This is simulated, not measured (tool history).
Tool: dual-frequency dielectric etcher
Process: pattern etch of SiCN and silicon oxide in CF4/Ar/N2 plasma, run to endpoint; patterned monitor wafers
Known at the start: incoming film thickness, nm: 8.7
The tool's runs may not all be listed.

| run | hour | source power (kW) | bias power (kW) | Ar flow (sccm) | CF4 flow (sccm) | endpoint time (s) |
|---|---|---|---|---|---|---|
| 1 | 0.0 | 0.590 | 0.094 | 113 | 64 | 7.6301 |
| 2 | 0.8 | 0.630 | 0.094 | 113 | 64 | 7.2723 |
| 3 | 9.3 | 0.570 | 0.093 | 113 | 64 | 7.9244 |
| 4 | 17.6 | 0.570 | 0.093 | 113 | 58 | 8.0277 |
| 5 | 21.7 | 0.530 | 0.092 | 113 | 58 | 8.6039 |
| 6 | 22.4 | 0.500 | 0.091 | 113 | 58 | 9.0599 |
| 7 | 29.1 | 0.480 | 0.091 | 113 | 58 | 9.5193 |

The next listed run, before its measurement:
|  | 36.0 | bias power generator calibrated |
| 8 | 36.0 | 0.470 | 0.091 | 113 | 58 | ? |

endpoint time (s): 9.6117
